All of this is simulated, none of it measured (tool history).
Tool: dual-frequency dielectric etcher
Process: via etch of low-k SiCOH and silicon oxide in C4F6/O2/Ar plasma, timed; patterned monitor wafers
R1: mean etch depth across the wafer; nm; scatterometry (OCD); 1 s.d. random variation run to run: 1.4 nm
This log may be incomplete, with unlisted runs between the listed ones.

{"run": 1, "day": 0.0, "source power (kW)": 0.35, "bias power (kW)": 0.185, "etch time (s)": 92.0, "R1": 245.64}
{"run": 2, "day": 0.25, "source power (kW)": 0.31, "bias power (kW)": 0.176, "etch time (s)": 92.0, "R1": 224.13}
{"run": 3, "day": 0.275, "source power (kW)": 0.31, "bias power (kW)": 0.176, "etch time (s)": 92.0, "R1": 223.94}
{"run": 4, "day": 0.646, "source power (kW)": 0.29, "bias power (kW)": 0.175, "etch time (s)": 92.0, "R1": 218.19}
{"run": 5, "day": 0.95, "source power (kW)": 0.33, "bias power (kW)": 0.175, "etch time (s)": 92.0, "R1": 233.59}
{"run": 6, "day": 1.233, "source power (kW)": 0.33, "bias power (kW)": 0.175, "etch time (s)": 95.5, "R1": 242.23}
{"run": 7, "day": 1.312, "source power (kW)": 0.3, "bias power (kW)": 0.172, "etch time (s)": 95.5, "R1": 230.67}
{"run": 8, "day": 1.579, "source power (kW)": 0.28, "bias power (kW)": 0.17, "etch time (s)": 95.5, "R1": 218.2}

Predict the results of run 9:
{"run": 9, "day": 1.792, "source power (kW)": 0.27, "bias power (kW)": 0.169, "etch time (s)": 95.5, "R1": "?"}

{"run 9": {"R1": 211.29}}

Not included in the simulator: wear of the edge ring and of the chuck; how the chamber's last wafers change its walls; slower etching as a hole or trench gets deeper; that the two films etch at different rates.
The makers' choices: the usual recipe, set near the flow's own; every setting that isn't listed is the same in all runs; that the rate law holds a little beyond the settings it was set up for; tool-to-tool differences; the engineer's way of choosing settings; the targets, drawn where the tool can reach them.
